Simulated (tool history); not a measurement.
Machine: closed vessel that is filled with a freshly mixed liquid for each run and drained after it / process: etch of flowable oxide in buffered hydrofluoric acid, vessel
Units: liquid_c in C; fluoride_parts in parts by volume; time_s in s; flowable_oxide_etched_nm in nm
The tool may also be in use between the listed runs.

run 1 hour=0.0 | liquid_c=22.0 fluoride_parts=11.5 time_s=30 | flowable_oxide_etched_nm=84.655
run 2 hour=7.4 | liquid_c=21.0 fluoride_parts=11.5 time_s=30 | flowable_oxide_etched_nm=80.974
run 3 hour=11.6 | liquid_c=21.0 fluoride_parts=9.5 time_s=30 | flowable_oxide_etched_nm=96.276
run 4 hour=16.2 | liquid_c=20.5 fluoride_parts=10.0 time_s=30 | flowable_oxide_etched_nm=90.199
run 5 hour=17.2 | liquid_c=20.0 fluoride_parts=10.5 time_s=30 | flowable_oxide_etched_nm=84.380
run 6 hour=22.7 | liquid_c=17.5 fluoride_parts=10.5 time_s=30 | flowable_oxide_etched_nm=72.001
run 7 hour=27.6 | liquid_c=17.5 fluoride_parts=10.5 time_s=30 | flowable_oxide_etched_nm=72.371

For run 8, what comes out?
run 8 hour=35.8 | liquid_c=17.0 fluoride_parts=11.0 time_s=30 | flowable_oxide_etched_nm=?

{"run 8": {"flowable_oxide_etched_nm": 68.094}}

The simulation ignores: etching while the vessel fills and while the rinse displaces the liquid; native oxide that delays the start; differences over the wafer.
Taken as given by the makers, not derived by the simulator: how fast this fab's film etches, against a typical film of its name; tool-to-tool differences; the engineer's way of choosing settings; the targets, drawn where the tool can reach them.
